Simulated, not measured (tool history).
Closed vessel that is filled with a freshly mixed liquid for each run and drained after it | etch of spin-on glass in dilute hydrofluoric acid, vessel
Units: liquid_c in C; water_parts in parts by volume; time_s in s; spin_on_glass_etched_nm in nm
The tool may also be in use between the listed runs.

run  hour  liquid_c  water_parts  time_s  spin_on_glass_etched_nm
  1     0        26          235     205                   35.114
  2   8.2        25          235     205                   33.906
  3    14        25          150     205                   58.241
  4  17.6        25          150     205                   58.346
  5  20.8        27          150     205                   62.738
  6  27.7      25.5          160     205                   55.259
  7  31.1      24.5          170     205                   49.493
  8    36      23.5          175     205                   45.943
  9  37.4      22.5          180     205                   42.734
 10  40.6        22          185     205                   40.509
 11  47.1      21.5          190     205                   38.557

Forecast run 12:
 12  48.7        21          195     205                        ?

spin_on_glass_etched_nm: 36.761 nm
